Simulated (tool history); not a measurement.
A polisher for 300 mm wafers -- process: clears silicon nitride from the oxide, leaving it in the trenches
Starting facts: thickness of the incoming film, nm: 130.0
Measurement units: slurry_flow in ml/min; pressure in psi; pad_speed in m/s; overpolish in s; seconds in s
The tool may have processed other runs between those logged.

{"run": 1, "hour": 0.0, "slurry_flow": 190, "pressure": 2.3, "pad_speed": 1.1, "overpolish": 21, "seconds": 183.19}
{"run": 2, "hour": 1.0, "slurry_flow": 190, "pressure": 2.3, "pad_speed": 1.1, "overpolish": 23, "seconds": 180.99}
{"run": 3, "hour": 4.4, "slurry_flow": 190, "pressure": 2.3, "pad_speed": 1.1, "overpolish": 23, "seconds": 180.58}
{"run": 4, "hour": 7.0, "slurry_flow": 190, "pressure": 2.8, "pad_speed": 1.1, "overpolish": 23, "seconds": 148.4}
{"run": 5, "hour": 8.3, "slurry_flow": 190, "pressure": 2.6, "pad_speed": 1.08, "overpolish": 23, "seconds": 163.82}
{"run": 6, "hour": 15.1, "slurry_flow": 190, "pressure": 2.4, "pad_speed": 1.08, "overpolish": 23, "seconds": 175.37}

Run 7, settings as shown, results not yet in. Your forecast:
{"run": 7, "hour": 19.7, "slurry_flow": 190, "pressure": 2.3, "pad_speed": 1.08, "overpolish": 23, "seconds": "?"}

For run 7 the tool returned seconds 178.08 s.
